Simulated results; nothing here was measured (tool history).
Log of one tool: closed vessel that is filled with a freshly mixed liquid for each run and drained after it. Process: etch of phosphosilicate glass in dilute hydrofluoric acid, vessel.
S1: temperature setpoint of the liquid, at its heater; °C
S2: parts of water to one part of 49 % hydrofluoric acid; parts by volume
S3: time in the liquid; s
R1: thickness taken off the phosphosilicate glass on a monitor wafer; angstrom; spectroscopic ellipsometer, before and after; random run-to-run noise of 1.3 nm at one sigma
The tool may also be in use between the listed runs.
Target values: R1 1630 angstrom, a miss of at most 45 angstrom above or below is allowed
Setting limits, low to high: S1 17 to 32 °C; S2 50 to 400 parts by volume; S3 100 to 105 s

{"run": 1, "hour": 0.0, "S1": 24, "S2": 225, "S3": 100, "R1": 789.09}
{"run": 2, "hour": 7.4, "S1": 24, "S2": 225, "S3": 105, "R1": 829.06}
{"run": 3, "hour": 10.2, "S1": 26, "S2": 205, "S3": 105, "R1": 997.61}
{"run": 4, "hour": 15.0, "S1": 22.5, "S2": 205, "S3": 105, "R1": 884.09}
{"run": 5, "hour": 15.7, "S1": 22.5, "S2": 280, "S3": 105, "R1": 598.52}
{"run": 6, "hour": 22.8, "S1": 20.5, "S2": 280, "S3": 105, "R1": 548.66}
{"run": 7, "hour": 23.4, "S1": 23.5, "S2": 240, "S3": 105, "R1": 753.67}
{"run": 8, "hour": 23.9, "S1": 23.5, "S2": 240, "S3": 105, "R1": 749.31}
{"run": 9, "hour": 25.2, "S1": 26, "S2": 210, "S3": 105, "R1": 963.9}
{"run": 10, "hour": 25.7, "S1": 27.5, "S2": 190, "S3": 105, "R1": 1144.8}
{"run": 11, "hour": 27.2, "S1": 31.5, "S2": 150, "S3": 105, "R1": 1778.9}
{"run": 12, "hour": 31.3, "S1": 31, "S2": 150, "S3": 105, "R1": 1742.7}
{"run": 13, "hour": 32.5, "S1": 30.5, "S2": 150, "S3": 105, "R1": 1730.3}
{"run": 14, "hour": 41.1, "S1": 30, "S2": 150, "S3": 105, "R1": 1672.9}

4 next moves are on the table. One of them brings every result within its allowed miss. Which?
{"run": "A", "hour": 49.7, "S1": 28.5, "S2": 130, "S3": 100, "R1": "?"}
{"run": "B", "hour": 49.7, "S1": 31.5, "S2": 155, "S3": 100, "R1": "?"}
{"run": "C", "hour": 49.7, "S1": 29.5, "S2": 135, "S3": 100, "R1": "?"}
{"run": "D", "hour": 49.7, "S1": 32, "S2": 155, "S3": 105, "R1": "?"}

move=A R1=1763.4
move=B R1=1594.8
move=C R1=1750.3
move=D R1=1704.2
A: the biggest miss grows against the last run
B: in spec on every target
C: the biggest miss grows against the last run
D: the biggest miss grows against the last run
So the answer is move B, the one that meets all the targets.

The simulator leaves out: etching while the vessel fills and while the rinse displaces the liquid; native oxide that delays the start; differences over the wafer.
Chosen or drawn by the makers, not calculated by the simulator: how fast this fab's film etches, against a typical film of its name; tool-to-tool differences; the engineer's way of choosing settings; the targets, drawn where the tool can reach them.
